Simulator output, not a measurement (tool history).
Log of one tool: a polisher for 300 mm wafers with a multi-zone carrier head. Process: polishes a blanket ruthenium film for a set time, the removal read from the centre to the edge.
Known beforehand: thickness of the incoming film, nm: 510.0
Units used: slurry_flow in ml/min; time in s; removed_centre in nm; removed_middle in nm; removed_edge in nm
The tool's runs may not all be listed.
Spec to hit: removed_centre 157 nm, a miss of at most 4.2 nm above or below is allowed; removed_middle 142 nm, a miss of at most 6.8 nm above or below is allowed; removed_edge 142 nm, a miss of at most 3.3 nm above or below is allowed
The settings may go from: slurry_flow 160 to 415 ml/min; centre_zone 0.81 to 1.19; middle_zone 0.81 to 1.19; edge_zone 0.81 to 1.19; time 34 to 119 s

Run 1, day 0: slurry_flow 265 ml/min, centre_zone 1, middle_zone 1, edge_zone 1, time 76 s. Result: removed_centre 105.62 nm, removed_middle 101.88 nm, removed_edge 102.07 nm.
Run 2, day 0.283: slurry_flow 265 ml/min, centre_zone 1.04, middle_zone 1, edge_zone 1, time 76 s. Result: removed_centre 110.18 nm, removed_middle 103.78 nm, removed_edge 103.16 nm.
Run 3, day 0.55: slurry_flow 265 ml/min, centre_zone 1.12, middle_zone 1, edge_zone 1, time 76 s. Result: removed_centre 116.71 nm, removed_middle 102.06 nm, removed_edge 103.29 nm.
Run 4, day 0.833: slurry_flow 275 ml/min, centre_zone 1.13, middle_zone 1.02, edge_zone 1.03, time 79 s. Result: removed_centre 123.98 nm, removed_middle 109.13 nm, removed_edge 107.81 nm.
At day 0.858: slurry nozzle cleaned.
Run 5, day 0.858: slurry_flow 275 ml/min, centre_zone 1.13, middle_zone 1.02, edge_zone 1.03, time 92 s. Result: removed_centre 150.58 nm, removed_middle 130.31 nm, removed_edge 129.63 nm.
Run 6, day 1.008: slurry_flow 275 ml/min, centre_zone 1.13, middle_zone 0.96, edge_zone 1.03, time 92 s. Result: removed_centre 150.06 nm, removed_middle 126.06 nm, removed_edge 129.22 nm.
Run 7, day 1.342: slurry_flow 285 ml/min, centre_zone 1.13, middle_zone 0.97, edge_zone 1.05, time 92 s. Result: removed_centre 150.87 nm, removed_middle 126.08 nm, removed_edge 130.01 nm.
Run 8, day 1.438: slurry_flow 285 ml/min, centre_zone 1.12, middle_zone 0.98, edge_zone 1.06, time 93 s. Result: removed_centre 150.08 nm, removed_middle 129.76 nm, removed_edge 133.17 nm.
Run 9, day 1.654: slurry_flow 290 ml/min, centre_zone 1.12, middle_zone 0.99, edge_zone 1.07, time 93 s. Result: removed_centre 148.93 nm, removed_middle 135.93 nm, removed_edge 132.78 nm.
Run 10, day 1.858: slurry_flow 290 ml/min, centre_zone 1.12, middle_zone 0.98, edge_zone 1.08, time 94 s. Result: removed_centre 153.75 nm, removed_middle 134.98 nm, removed_edge 136.72 nm.

Consider the 4 candidate settings below. Which is the only one whose results all fall within their allowed miss of target?
Run A, day 2.062: slurry_flow 335 ml/min, centre_zone 1.05, middle_zone 1.1, edge_zone 0.99, time 101 s. Result: removed_centre ?, removed_middle ?, removed_edge ?.
Run B, day 2.062: slurry_flow 285 ml/min, centre_zone 1.14, middle_zone 1, edge_zone 1.06, time 99 s. Result: removed_centre ?, removed_middle ?, removed_edge ?.
Run C, day 2.062: slurry_flow 290 ml/min, centre_zone 1.15, middle_zone 0.93, edge_zone 1.13, time 93 s. Result: removed_centre ?, removed_middle ?, removed_edge ?.
Run D, day 2.062: slurry_flow 250 ml/min, centre_zone 1.14, middle_zone 1.05, edge_zone 1.15, time 97 s. Result: removed_centre ?, removed_middle ?, removed_edge ?.

move  removed_centre  removed_middle  removed_edge
   A          156.97          161.17        141.49
   B          164.05          143.75        141.44
   C          155.72          127.65        137.23
   D          158.01          144.23         142.2
A: puts the biggest miss on target and leaves a different result outside tolerance
B: puts the biggest miss on target and leaves a different result outside tolerance
C: misses by more than the last run did
D: every result within its allowed miss
Move D is the one to make.

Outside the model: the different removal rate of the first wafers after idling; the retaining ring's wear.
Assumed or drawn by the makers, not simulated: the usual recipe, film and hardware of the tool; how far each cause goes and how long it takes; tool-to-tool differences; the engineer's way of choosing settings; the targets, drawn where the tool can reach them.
